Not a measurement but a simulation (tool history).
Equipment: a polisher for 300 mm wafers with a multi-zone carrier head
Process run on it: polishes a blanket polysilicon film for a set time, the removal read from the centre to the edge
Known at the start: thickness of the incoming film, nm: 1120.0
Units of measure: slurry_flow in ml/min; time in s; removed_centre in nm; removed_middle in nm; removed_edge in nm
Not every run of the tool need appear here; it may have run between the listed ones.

run,hour,slurry_flow,centre_zone,middle_zone,edge_zone,time,removed_centre,removed_middle,removed_edge
1,0,315,1,1,1,40,374.89,377.67,383.7
2,8,315,0.93,1,1,40,346.79,382.57,389.69
3,14.4,255,0.93,1,1,40,345.35,373.23,392.46
4,15.6,190,0.93,1,1,40,336.18,363.76,384.84
5,20.2,190,0.93,1,1,44,361.13,402.43,414.52
6,27.4,190,0.92,1.01,0.98,40,323.6,366.7,376.91
7,32.3,190,0.92,1,0.96,37,305.67,331.76,346.51
8,39.5,190,0.91,1,0.94,35,288.06,314.27,323.92
9,43.5,190,0.9,0.99,0.93,33,266.83,299.72,301.33

Estimate the outcome of run 10 from the log above:
10,52.5,190,0.85,0.89,0.89,25,?,?,?

{"run 10": {"removed_centre": 191.08, "removed_middle": 202.63, "removed_edge": 227.83}}
